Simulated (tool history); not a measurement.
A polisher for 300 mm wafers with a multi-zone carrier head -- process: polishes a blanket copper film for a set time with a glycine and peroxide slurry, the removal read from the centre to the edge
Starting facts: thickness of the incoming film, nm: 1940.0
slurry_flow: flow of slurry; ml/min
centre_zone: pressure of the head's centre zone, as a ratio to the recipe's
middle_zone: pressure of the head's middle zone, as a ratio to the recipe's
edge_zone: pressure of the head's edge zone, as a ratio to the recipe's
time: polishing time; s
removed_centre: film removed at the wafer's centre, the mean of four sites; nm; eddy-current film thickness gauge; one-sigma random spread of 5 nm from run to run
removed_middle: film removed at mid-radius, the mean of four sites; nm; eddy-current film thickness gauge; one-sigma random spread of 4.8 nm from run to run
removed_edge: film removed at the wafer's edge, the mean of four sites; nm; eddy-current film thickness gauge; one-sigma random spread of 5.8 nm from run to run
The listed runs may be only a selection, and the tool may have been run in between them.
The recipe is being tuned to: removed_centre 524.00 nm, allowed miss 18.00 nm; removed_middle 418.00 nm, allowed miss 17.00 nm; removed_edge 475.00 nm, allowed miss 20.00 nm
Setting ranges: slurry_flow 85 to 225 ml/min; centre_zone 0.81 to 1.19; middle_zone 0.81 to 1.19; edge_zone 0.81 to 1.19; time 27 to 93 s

run,hour,slurry_flow,centre_zone,middle_zone,edge_zone,time,removed_centre,removed_middle,removed_edge
1,0.0,145,1.00,1.00,1.00,59,429.81,422.41,444.18
2,7.5,145,1.00,0.96,1.00,59,437.50,413.54,440.95
3,13.2,145,1.00,0.96,1.00,68,498.85,469.88,493.86
4,17.2,145,1.02,0.93,1.00,68,508.06,453.84,502.80
5,26.1,145,1.04,0.92,0.98,68,516.41,448.66,500.02
6,32.6,145,1.05,0.91,0.96,68,521.82,457.46,498.23
7,35.4,145,1.07,0.89,0.95,67,520.82,438.42,474.60
8,37.1,145,1.07,0.88,0.96,67,520.82,439.30,474.53

Next run, 4 choices. One meets every target within its allowed miss, the rest don't. Which?
A,38.8,135,1.06,0.91,0.94,69,?,?,?
B,38.8,130,1.19,0.89,0.81,65,?,?,?
C,38.8,170,1.19,0.88,1.02,63,?,?,?
D,38.8,155,1.15,0.91,1.03,62,?,?,?

move,removed_centre,removed_middle,removed_edge
A,528.40,458.08,492.19
B,555.04,420.67,431.61
C,564.89,421.62,479.91
D,528.79,420.76,469.59
A: the biggest miss grows against the last run
B: meets the target for the result that was furthest off, but another lies outside its allowed miss
C: meets the target for the result that was furthest off, but another lies outside its allowed miss
D: each result inside its tolerance
Correct choice: D, which meets every target

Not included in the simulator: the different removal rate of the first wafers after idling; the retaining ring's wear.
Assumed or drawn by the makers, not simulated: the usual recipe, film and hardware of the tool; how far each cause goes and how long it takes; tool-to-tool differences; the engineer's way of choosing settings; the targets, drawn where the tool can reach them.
